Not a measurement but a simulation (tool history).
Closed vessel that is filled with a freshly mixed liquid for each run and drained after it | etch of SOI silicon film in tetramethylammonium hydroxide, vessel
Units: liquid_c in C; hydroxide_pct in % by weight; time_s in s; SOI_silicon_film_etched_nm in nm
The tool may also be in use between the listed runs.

run  hour  liquid_c  hydroxide_pct  time_s  SOI_silicon_film_etched_nm
  1     0        58           17.5      85                      256.46
  2   2.7        58           15.5      85                      270.23
  3    10        58             14      85                      282.45
  4  16.6        58             11      85                      309.91
  5  20.4      53.5             11      85                      232.47
  6    23        51             11      85                      198.14

Run 7 comes next. What will it give?
  7    24      52.5             11      85                           ?

Run 7 gave SOI_silicon_film_etched_nm 216.46 nm.
